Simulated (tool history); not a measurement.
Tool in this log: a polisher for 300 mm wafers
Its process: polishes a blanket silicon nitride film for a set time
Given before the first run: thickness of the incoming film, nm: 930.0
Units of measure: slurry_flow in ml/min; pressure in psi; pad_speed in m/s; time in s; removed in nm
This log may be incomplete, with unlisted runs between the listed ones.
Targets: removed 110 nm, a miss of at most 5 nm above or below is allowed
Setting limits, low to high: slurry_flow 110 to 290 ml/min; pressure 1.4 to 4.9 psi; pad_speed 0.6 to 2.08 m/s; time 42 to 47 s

run 1 hour=0 | slurry_flow=185 pressure=3.1 pad_speed=1.34 time=47 | removed=73.039
run 2 hour=1.3 | slurry_flow=185 pressure=3.4 pad_speed=1.36 time=47 | removed=79.668
run 3 hour=8.4 | slurry_flow=185 pressure=3.7 pad_speed=1.38 time=47 | removed=87.629
run 4 hour=9 | slurry_flow=185 pressure=3.9 pad_speed=1.38 time=47 | removed=93.987
run 5 hour=10.4 | slurry_flow=185 pressure=4 pad_speed=1.38 time=47 | removed=95.265
run 6 hour=19.2 | slurry_flow=185 pressure=4.1 pad_speed=1.38 time=47 | removed=95.32
run 7 hour=23.5 | slurry_flow=185 pressure=4.1 pad_speed=1.38 time=47 | removed=99.634
run 8 hour=32.4 | slurry_flow=185 pressure=4.2 pad_speed=1.38 time=47 | removed=96.675
run 9 hour=38.4 | slurry_flow=185 pressure=4.3 pad_speed=1.38 time=47 | removed=104.86
run 10 hour=44.7 | slurry_flow=185 pressure=4.4 pad_speed=1.38 time=47 | removed=106.09

Next run, 5 choices. One meets every target within its allowed miss, the rest don't. Which?
run A hour=51 | slurry_flow=175 pressure=3.8 pad_speed=1.48 time=47 | removed=?
run B hour=51 | slurry_flow=180 pressure=4.8 pad_speed=1.44 time=44 | removed=?
run C hour=51 | slurry_flow=160 pressure=4.2 pad_speed=1.4 time=47 | removed=?
run D hour=51 | slurry_flow=135 pressure=4.4 pad_speed=1.64 time=42 | removed=?
run E hour=51 | slurry_flow=180 pressure=4.4 pad_speed=1.44 time=44 | removed=?

move=A removed=93.804
move=B removed=108.81
move=C removed=99.126
move=D removed=100.5
move=E removed=99.924
A: moves away from the targets compared with the last run
B: every result within its allowed miss
C: moves away from the targets compared with the last run
D: moves away from the targets compared with the last run
E: moves away from the targets compared with the last run
Correct choice: B, which meets every target
